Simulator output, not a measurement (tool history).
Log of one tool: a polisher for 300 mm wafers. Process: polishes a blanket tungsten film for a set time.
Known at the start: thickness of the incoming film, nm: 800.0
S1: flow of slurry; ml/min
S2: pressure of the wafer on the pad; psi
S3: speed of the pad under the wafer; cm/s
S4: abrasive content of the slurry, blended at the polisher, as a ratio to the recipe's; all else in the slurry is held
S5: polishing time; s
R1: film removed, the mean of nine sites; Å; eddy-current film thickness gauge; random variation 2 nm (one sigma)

run    day   S1   S2  S3   S4  S5      R1
  1  0.000  200  3.9  98  1.0  85  3488.7
  2  0.058  200  3.6  98  1.0  85  3185.0
  3  0.079  200  2.8  98  1.0  85  2544.5
  4  0.229  160  2.8  98  1.0  85  2501.6
  5  0.479  160  2.8  98  1.0  85  2519.7
  6  0.700  160  2.7  98  1.0  85  2385.4
  7  1.017  160  2.6  98  1.0  85  2294.2
  8  1.304  160  2.5  98  1.0  85  2240.7
  9  1.483  160  2.4  98  1.0  85  2131.7

The next listed run, before its measurement:
 10  1.558  160  2.2  98  1.0  85   ?

R1: 2018.9 Å

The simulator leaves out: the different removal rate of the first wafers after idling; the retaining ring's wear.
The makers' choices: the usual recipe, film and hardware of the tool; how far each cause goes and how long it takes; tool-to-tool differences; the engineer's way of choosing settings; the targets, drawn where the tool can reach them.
